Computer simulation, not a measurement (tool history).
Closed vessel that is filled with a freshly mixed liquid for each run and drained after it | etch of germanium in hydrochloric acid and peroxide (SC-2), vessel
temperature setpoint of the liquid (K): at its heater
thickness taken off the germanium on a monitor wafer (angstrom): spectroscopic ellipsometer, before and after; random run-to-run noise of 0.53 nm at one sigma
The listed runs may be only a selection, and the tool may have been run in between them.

run    day  temperature setpoint of the liquid (K)  parts of water to one part each of 37 % hydrochloric acid and 30 % peroxide (parts by volume)  time in the liquid (s)  thickness taken off the germanium on a monitor wafer (angstrom)
  1  0.000                                  331.15                                                                                             11                      30                                                           782.83
  2  0.142                                  332.15                                                                                             11                      30                                                           795.23
  3  0.433                                  333.15                                                                                             11                      30                                                           831.73
  4  0.729                                  329.15                                                                                             11                      30                                                           737.68
  5  1.021                                  329.15                                                                                             11                      30                                                           733.86
  6  1.146                                  330.65                                                                                             11                      30                                                           765.06
  7  1.350                                  331.65                                                                                             11                      30                                                           790.45

What will run 8 give?
  8  1.708                                  332.65                                                                                             11                      30                                                                ?

thickness taken off the germanium on a monitor wafer (angstrom): 821.47

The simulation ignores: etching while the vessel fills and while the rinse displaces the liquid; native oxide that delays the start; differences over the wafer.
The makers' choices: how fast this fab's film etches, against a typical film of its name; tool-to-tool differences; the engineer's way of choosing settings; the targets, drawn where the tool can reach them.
